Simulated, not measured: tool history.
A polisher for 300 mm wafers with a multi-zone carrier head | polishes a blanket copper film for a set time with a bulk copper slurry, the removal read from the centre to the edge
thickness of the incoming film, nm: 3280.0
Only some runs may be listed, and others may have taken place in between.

| run | day | flow of slurry (ml/min) | pressure of the head's centre zone | pressure of the head's middle zone | pressure of the head's edge zone | abrasive content of the slurry | polishing time (s) | film removed at the wafer's centre (Å) | film removed at mid-radius (Å) | film removed at the wafer's edge (Å) |
|---|---|---|---|---|---|---|---|---|---|---|
| 1 | 0 | 290 | 1 | 1 | 1 | 1 | 89 | 8848 | 9042.7 | 9139.6 |
| 2 | 0.292 | 280 | 0.96 | 1.01 | 0.99 | 0.9 | 86 | 7978.6 | 8422.3 | 8428.2 |
| 3 | 0.467 | 270 | 0.93 | 1.04 | 1.01 | 0.8 | 84 | 7344.4 | 8253.5 | 8033.5 |
| 4 | 0.688 | 270 | 0.93 | 1.04 | 1.01 | 0.8 | 92 | 7965.1 | 9163.3 | 8788.5 |
| 5 | 1.025 | 270 | 0.93 | 1.04 | 0.97 | 0.8 | 92 | 8108.4 | 9017.2 | 8698.4 |
| 6 | 1.2 | 270 | 0.93 | 0.96 | 0.97 | 0.8 | 92 | 7914.6 | 8544.8 | 8629.4 |
| 7 | 1.517 | 255 | 0.9 | 0.99 | 0.98 | 0.75 | 89 | 7373.4 | 8313.1 | 8392.2 |
| 8 | 1.654 | 255 | 0.9 | 0.99 | 0.98 | 0.75 | 89 | 7307.4 | 8303.6 | 8231.4 |
| 9 | 1.833 | 245 | 0.88 | 1.01 | 0.99 | 0.7 | 87 | 6745.7 | 8138 | 8011.8 |
| 10 | 1.979 | 240 | 0.86 | 1.02 | 0.97 | 0.65 | 86 | 6468.3 | 7888.2 | 7653.8 |
| 11 | 2.308 | 230 | 0.85 | 1.03 | 0.96 | 0.6 | 85 | 6259.7 | 7681 | 7332.2 |
| 12 | 2.496 | 225 | 0.84 | 1.04 | 0.96 | 0.6 | 85 | 6056.8 | 7770.3 | 7324.3 |
| 13 | 2.633 | 220 | 0.83 | 1.04 | 0.95 | 0.6 | 85 | 5962.9 | 7677.6 | 7320.6 |
| 14 | 2.925 | 215 | 0.83 | 1.05 | 0.94 | 0.6 | 85 | 5974.8 | 7768.8 | 7150.3 |
| 15 | 2.971 | 210 | 0.83 | 1.05 | 0.94 | 0.6 | 85 | 5920.1 | 7627.7 | 7225.2 |

Run 16, settings as shown, results not yet in. Your forecast:
| 16 | 3.292 | 205 | 0.83 | 1.06 | 0.93 | 0.6 | 85 | ? | ? | ? |

Run 16 came out at film removed at the wafer's centre (Å) 5956.6, film removed at mid-radius (Å) 7780.3, film removed at the wafer's edge (Å) 7082.7.
